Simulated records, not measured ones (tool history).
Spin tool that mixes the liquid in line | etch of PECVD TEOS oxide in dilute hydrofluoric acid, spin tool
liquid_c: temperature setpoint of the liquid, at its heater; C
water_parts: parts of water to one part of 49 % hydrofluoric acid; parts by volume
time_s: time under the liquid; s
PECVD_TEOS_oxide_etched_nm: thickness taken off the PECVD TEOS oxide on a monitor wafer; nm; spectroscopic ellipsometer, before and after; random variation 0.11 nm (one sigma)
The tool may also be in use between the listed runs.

run 1 hour=0.0 | liquid_c=21.0 water_parts=90 time_s=100 | PECVD_TEOS_oxide_etched_nm=8.7673
run 2 hour=7.9 | liquid_c=23.5 water_parts=90 time_s=100 | PECVD_TEOS_oxide_etched_nm=9.6588
run 3 hour=11.9 | liquid_c=23.5 water_parts=90 time_s=100 | PECVD_TEOS_oxide_etched_nm=9.8904
run 4 hour=18.5 | liquid_c=25.0 water_parts=90 time_s=100 | PECVD_TEOS_oxide_etched_nm=10.4530
run 5 hour=24.2 | liquid_c=26.0 water_parts=90 time_s=100 | PECVD_TEOS_oxide_etched_nm=10.7100
run 6 hour=30.1 | liquid_c=27.0 water_parts=90 time_s=100 | PECVD_TEOS_oxide_etched_nm=11.2620
run 7 hour=32.9 | liquid_c=27.5 water_parts=90 time_s=100 | PECVD_TEOS_oxide_etched_nm=11.5330
run 8 hour=36.5 | liquid_c=28.0 water_parts=90 time_s=100 | PECVD_TEOS_oxide_etched_nm=11.7070

Run 9 is up next; what results do you expect?
run 9 hour=45.4 | liquid_c=28.0 water_parts=90 time_s=100 | PECVD_TEOS_oxide_etched_nm=?

{"run 9": {"PECVD_TEOS_oxide_etched_nm": 11.76}}
